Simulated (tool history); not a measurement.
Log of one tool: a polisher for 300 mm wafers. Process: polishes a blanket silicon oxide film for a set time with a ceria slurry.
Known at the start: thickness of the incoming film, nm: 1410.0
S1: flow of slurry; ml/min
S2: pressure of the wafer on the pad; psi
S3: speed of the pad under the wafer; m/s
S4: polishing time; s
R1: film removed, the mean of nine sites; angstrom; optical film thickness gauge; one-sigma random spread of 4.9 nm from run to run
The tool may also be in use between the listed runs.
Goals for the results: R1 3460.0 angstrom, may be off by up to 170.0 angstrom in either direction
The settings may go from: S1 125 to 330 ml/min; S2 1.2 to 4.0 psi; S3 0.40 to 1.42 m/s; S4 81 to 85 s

| run | hour | S1 | S2 | S3 | S4 | R1 |
|---|---|---|---|---|---|---|
| 1 | 0.0 | 210 | 2.6 | 0.90 | 81 | 2283.4 |
| 2 | 4.2 | 210 | 2.6 | 0.78 | 81 | 1949.3 |
| 3 | 11.8 | 210 | 2.6 | 0.60 | 81 | 1522.2 |
| 4 | 15.1 | 210 | 2.6 | 0.60 | 81 | 1530.9 |
| 5 | 21.0 | 210 | 3.2 | 0.60 | 81 | 1748.0 |
| 6 | 29.6 | 250 | 3.2 | 0.60 | 81 | 1770.4 |
| 7 | 37.6 | 250 | 3.4 | 0.68 | 81 | 2088.8 |
| 8 | 42.9 | 250 | 3.5 | 0.74 | 81 | 2301.0 |
| 9 | 45.2 | 250 | 3.6 | 0.80 | 81 | 2544.5 |
| 10 | 48.9 | 250 | 3.7 | 0.84 | 81 | 2791.3 |
| 11 | 50.3 | 250 | 4.0 | 0.94 | 81 | 3215.6 |
| 12 | 56.1 | 250 | 4.0 | 0.96 | 81 | 3278.6 |

Below are 4 possible settings for the next run. Only one of them brings all results inside the allowed miss of their targets. Which is it?
| A | 61.9 | 255 | 3.9 | 0.96 | 81 | ? |
| B | 61.9 | 275 | 4.0 | 1.08 | 85 | ? |
| C | 61.9 | 300 | 3.4 | 1.10 | 83 | ? |
| D | 61.9 | 245 | 4.0 | 0.90 | 82 | ? |

| move | R1 |
|---|---|
| A | 3171.7 |
| B | 3823.0 |
| C | 3428.1 |
| D | 3058.8 |
A: lands further from the targets than the last run did
B: takes the result that was furthest off past its target
C: hits every target within its allowed miss
D: lands further from the targets than the last run did
Answer: C
